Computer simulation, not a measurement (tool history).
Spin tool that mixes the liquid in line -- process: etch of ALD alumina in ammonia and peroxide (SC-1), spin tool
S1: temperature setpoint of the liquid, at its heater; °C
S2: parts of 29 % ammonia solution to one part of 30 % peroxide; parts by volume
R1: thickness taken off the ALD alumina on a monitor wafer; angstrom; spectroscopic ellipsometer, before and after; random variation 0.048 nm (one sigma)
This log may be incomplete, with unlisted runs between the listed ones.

run 1 hour=0.0 | S1=60.0 S2=0.45 time_under_the_liquid_(s)=30 | R1=32.589
run 2 hour=3.4 | S1=60.0 S2=0.45 time_under_the_liquid_(s)=30 | R1=32.315
run 3 hour=8.9 | S1=55.0 S2=0.45 time_under_the_liquid_(s)=30 | R1=25.022
run 4 hour=9.6 | S1=56.5 S2=0.45 time_under_the_liquid_(s)=30 | R1=27.027
run 5 hour=11.7 | S1=53.0 S2=0.45 time_under_the_liquid_(s)=30 | R1=22.775
run 6 hour=20.6 | S1=53.0 S2=0.60 time_under_the_liquid_(s)=30 | R1=23.064
run 7 hour=26.1 | S1=61.0 S2=0.60 time_under_the_liquid_(s)=30 | R1=34.802
run 8 hour=32.1 | S1=62.0 S2=0.60 time_under_the_liquid_(s)=30 | R1=37.506

Predict the results of run 9:
run 9 hour=37.7 | S1=62.0 S2=0.60 time_under_the_liquid_(s)=30 | R1=?

R1: 36.755 angstrom

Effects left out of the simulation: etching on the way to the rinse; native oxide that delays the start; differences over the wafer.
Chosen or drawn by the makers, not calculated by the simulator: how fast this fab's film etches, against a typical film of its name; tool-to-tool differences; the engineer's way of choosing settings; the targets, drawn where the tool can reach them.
